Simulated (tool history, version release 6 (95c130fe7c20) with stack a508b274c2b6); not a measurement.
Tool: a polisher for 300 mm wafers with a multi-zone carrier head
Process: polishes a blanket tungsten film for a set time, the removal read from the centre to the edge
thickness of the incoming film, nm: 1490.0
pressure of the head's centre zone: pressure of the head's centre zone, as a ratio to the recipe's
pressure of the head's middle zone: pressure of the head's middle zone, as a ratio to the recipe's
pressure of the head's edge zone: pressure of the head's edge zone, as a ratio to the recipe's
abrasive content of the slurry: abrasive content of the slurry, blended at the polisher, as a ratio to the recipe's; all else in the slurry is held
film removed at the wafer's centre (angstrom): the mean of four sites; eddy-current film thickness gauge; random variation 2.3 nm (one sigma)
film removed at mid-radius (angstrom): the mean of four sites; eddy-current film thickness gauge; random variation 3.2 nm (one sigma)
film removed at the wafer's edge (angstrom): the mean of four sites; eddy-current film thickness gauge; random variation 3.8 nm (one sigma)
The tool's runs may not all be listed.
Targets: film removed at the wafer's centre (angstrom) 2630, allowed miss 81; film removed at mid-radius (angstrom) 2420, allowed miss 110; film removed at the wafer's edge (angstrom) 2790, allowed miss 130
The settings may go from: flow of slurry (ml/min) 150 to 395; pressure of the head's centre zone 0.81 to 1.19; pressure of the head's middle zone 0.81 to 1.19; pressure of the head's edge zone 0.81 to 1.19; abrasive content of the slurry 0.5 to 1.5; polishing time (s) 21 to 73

run  hour  flow of slurry (ml/min)  pressure of the head's centre zone  pressure of the head's middle zone  pressure of the head's edge zone  abrasive content of the slurry  polishing time (s)  film removed at the wafer's centre (angstrom)  film removed at mid-radius (angstrom)  film removed at the wafer's edge (angstrom)
  1     0                      250                                   1                                   1                                 1                               1                  47                                         2072.9                                 2004.2                                       2025.5
  2   5.2                      250                                   1                                   1                                 1                               1                  51                                         2228.4                                   2170                                       2320.2
  3   8.1                      310                                   1                                   1                                 1                               1                  51                                         2271.2                                   2297                                       2295.6
  4  16.3                      310                                   1                                   1                                 1                               1                  60                                           2671                                 2700.3                                       2736.2
  5  16.9                      300                                   1                                0.99                              1.01                               1                  60                                         2659.9                                 2596.8                                       2764.5
  6  24.6                      295                                   1                                0.98                              1.01                               1                  60                                         2637.7                                 2596.4                                       2762.8
  7  25.2                      290                                   1                                0.97                              1.01                               1                  60                                           2666                                 2628.7                                       2708.4
  8  33.4                      275                                1.01                                0.97                              1.03                               1                  60                                         2648.9                                 2587.3                                       2679.7
  9  34.5                      260                                   1                                0.96                              1.01                            1.05                  60                                         2682.9                                 2560.4                                       2751.2
 10  43.3                      250                                0.99                                0.95                              1.01                            1.05                  60                                         2652.1                                 2544.5                                       2766.1

Which of these 4 next moves meets every target?
  A  52.1                      350                                0.98                                1.17                              0.96                             0.9                  61                                              ?                                      ?                                            ?
  B  52.1                      205                                0.97                                0.84                                 1                            1.05                  63                                              ?                                      ?                                            ?
  C  52.1                      370                                1.01                                1.16                                 1                            1.05                  56                                              ?                                      ?                                            ?
  D  52.1                      310                                0.97                                1.05                              0.94                             0.9                  61                                              ?                                      ?                                            ?

move  film removed at the wafer's centre (angstrom)  film removed at mid-radius (angstrom)  film removed at the wafer's edge (angstrom)
   A                                         2623.9                                 2891.7                                       2694.7
   B                                           2622                                 2393.5                                       2850.1
   C                                         2618.7                                 2781.9                                       2655.5
   D                                         2563.7                                 2665.3                                       2649.4
A: further off than the last run
B: meets every target
C: further off than the last run
D: further off than the last run
The right move is B.
